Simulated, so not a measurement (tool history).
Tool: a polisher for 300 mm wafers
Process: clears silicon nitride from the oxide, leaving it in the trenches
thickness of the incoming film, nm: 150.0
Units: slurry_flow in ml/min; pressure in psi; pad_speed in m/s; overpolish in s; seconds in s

{"run": 1, "hour": 0.0, "slurry_flow": 190, "pressure": 3.3, "pad_speed": 1.1, "overpolish": 7, "seconds": 147.46}
{"run": 2, "hour": 2.3, "slurry_flow": 190, "pressure": 3.0, "pad_speed": 1.1, "overpolish": 7, "seconds": 153.89}
{"run": 3, "hour": 6.7, "slurry_flow": 190, "pressure": 2.7, "pad_speed": 1.06, "overpolish": 7, "seconds": 169.58}
{"run": 4, "hour": 7.8, "slurry_flow": 220, "pressure": 2.7, "pad_speed": 1.06, "overpolish": 7, "seconds": 170.54}
{"hour": 8.9, "done": "worn pad replaced by a new one"}
{"run": 5, "hour": 8.9, "slurry_flow": 220, "pressure": 2.5, "pad_speed": 1.02, "overpolish": 7, "seconds": 165.96}
{"run": 6, "hour": 11.7, "slurry_flow": 205, "pressure": 2.3, "pad_speed": 0.96, "overpolish": 7, "seconds": 181.9}
{"run": 7, "hour": 20.5, "slurry_flow": 205, "pressure": 2.3, "pad_speed": 0.96, "overpolish": 7, "seconds": 181.52}
{"run": 8, "hour": 23.0, "slurry_flow": 195, "pressure": 2.2, "pad_speed": 0.88, "overpolish": 7, "seconds": 200.62}
{"run": 9, "hour": 29.9, "slurry_flow": 190, "pressure": 2.1, "pad_speed": 0.84, "overpolish": 7, "seconds": 219.08}

Run 10 comes next. What will it give?
{"run": 10, "hour": 33.0, "slurry_flow": 190, "pressure": 2.1, "pad_speed": 0.84, "overpolish": 7, "seconds": "?"}

seconds: 215.66 s

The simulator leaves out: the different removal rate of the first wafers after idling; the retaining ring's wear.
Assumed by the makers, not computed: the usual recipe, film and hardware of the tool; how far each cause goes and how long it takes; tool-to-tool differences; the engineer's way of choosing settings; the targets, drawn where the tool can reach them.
